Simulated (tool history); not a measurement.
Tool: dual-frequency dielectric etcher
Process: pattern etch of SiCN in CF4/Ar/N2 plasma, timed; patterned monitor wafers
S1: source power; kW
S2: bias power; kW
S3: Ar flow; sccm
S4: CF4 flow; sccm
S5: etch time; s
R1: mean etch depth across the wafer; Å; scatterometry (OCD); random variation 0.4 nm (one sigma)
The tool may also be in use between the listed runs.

run 1 hour=0 | S1=0.51 S2=0.055 S3=131 S4=58 S5=108.5 | R1=820.47
run 2 hour=5.5 | S1=0.51 S2=0.049 S3=131 S4=58 S5=108.5 | R1=800.73
run 3 hour=11.7 | S1=0.51 S2=0.049 S3=131 S4=68 S5=108.5 | R1=824.52
run 4 hour=20.7 | S1=0.52 S2=0.049 S3=131 S4=68 S5=108.5 | R1=824.24
-- hour=25.1 Ar flow controller replaced
run 5 hour=25.1 | S1=0.52 S2=0.054 S3=131 S4=68 S5=108.5 | R1=857.49
run 6 hour=33.9 | S1=0.53 S2=0.054 S3=131 S4=68 S5=108.5 | R1=861.53
run 7 hour=35.9 | S1=0.54 S2=0.054 S3=131 S4=68 S5=108.5 | R1=872.09
run 8 hour=38.1 | S1=0.55 S2=0.054 S3=131 S4=68 S5=108.5 | R1=878.34

The next listed run, before its measurement:
run 9 hour=44.4 | S1=0.56 S2=0.054 S3=131 S4=68 S5=108.5 | R1=?

R1: 892.89 Å

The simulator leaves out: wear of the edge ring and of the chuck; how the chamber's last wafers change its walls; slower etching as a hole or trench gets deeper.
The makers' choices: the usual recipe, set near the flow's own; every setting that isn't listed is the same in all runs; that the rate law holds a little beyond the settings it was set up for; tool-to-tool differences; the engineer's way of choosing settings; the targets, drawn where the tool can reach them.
